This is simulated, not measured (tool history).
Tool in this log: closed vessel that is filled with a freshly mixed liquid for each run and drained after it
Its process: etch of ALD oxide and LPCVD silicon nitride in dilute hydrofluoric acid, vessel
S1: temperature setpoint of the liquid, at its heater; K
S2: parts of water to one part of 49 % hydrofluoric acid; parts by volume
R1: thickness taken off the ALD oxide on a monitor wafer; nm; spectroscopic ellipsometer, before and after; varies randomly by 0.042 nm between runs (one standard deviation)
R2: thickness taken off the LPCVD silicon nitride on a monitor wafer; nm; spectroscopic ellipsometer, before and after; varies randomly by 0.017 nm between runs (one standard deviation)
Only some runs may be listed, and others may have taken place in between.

Run 1, day 0: S1 295.15 K, S2 145 parts by volume, time in the liquid (s) 80. Result: R1 11.162 nm, R2 0.22853 nm.
Run 2, day 0.188: S1 292.15 K, S2 145 parts by volume, time in the liquid (s) 80. Result: R1 9.9104 nm, R2 0.17962 nm.
Run 3, day 0.55: S1 291.65 K, S2 150 parts by volume, time in the liquid (s) 80. Result: R1 9.4072 nm, R2 0.14801 nm.
Run 4, day 0.738: S1 291.65 K, S2 155 parts by volume, time in the liquid (s) 80. Result: R1 9.0602 nm, R2 0.18011 nm.
Run 5, day 0.838: S1 291.65 K, S2 200 parts by volume, time in the liquid (s) 80. Result: R1 6.765 nm, R2 0.12269 nm.
Run 6, day 0.875: S1 291.65 K, S2 200 parts by volume, time in the liquid (s) 45. Result: R1 3.8151 nm, R2 0.07028 nm.
Run 7, day 0.962: S1 294.15 K, S2 190 parts by volume, time in the liquid (s) 45. Result: R1 4.4349 nm, R2 0.089769 nm.
Run 8, day 1.033: S1 296.15 K, S2 180 parts by volume, time in the liquid (s) 45. Result: R1 5.0902 nm, R2 0.11798 nm.
Run 9, day 1.321: S1 297.15 K, S2 170 parts by volume, time in the liquid (s) 45. Result: R1 5.6857 nm, R2 0.12756 nm.

Expected results for the next run?
Run 10, day 1.471: S1 297.15 K, S2 170 parts by volume, time in the liquid (s) 45. Result: R1 ?, R2 ?.

{"run 10": {"R1": 5.7647, "R2": 0.11305}}
